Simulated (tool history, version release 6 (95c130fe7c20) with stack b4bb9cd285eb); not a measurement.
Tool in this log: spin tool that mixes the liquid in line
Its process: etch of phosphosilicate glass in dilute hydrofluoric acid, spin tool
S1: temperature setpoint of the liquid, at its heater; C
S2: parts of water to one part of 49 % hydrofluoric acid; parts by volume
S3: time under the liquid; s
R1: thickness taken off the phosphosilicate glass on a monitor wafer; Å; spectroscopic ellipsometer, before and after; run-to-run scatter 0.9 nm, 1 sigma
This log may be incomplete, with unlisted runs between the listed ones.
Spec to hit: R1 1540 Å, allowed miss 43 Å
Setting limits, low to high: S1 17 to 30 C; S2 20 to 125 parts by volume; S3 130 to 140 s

run	hour	S1	S2	S3	R1
1	0	22	70	130	1026
2	6.2	23	70	130	1056.6
3	11.2	23	70	140	1133.8
4	12.2	23.5	70	140	1182.8
5	17.5	24	70	140	1198.9
6	26.3	24	70	130	1102.1
7	32.4	24.5	70	130	1128.8
8	37.3	28.5	65	130	1424.1
9	41.6	29.5	65	130	1491.5

Pick the move, out of 4, that brings all results within their allowed miss; only one does.
A	45.9	27	60	135	?
B	45.9	30	70	130	?
C	45.9	27.5	60	140	?
D	45.9	27.5	65	135	?

move	R1
A	1536.8
B	1406.2
C	1625.7
D	1436.9
A: every result lands within tolerance
B: moves away from the targets compared with the last run
C: takes the biggest miss from the last run beyond its target
D: moves away from the targets compared with the last run
Go with A: it meets all targets.
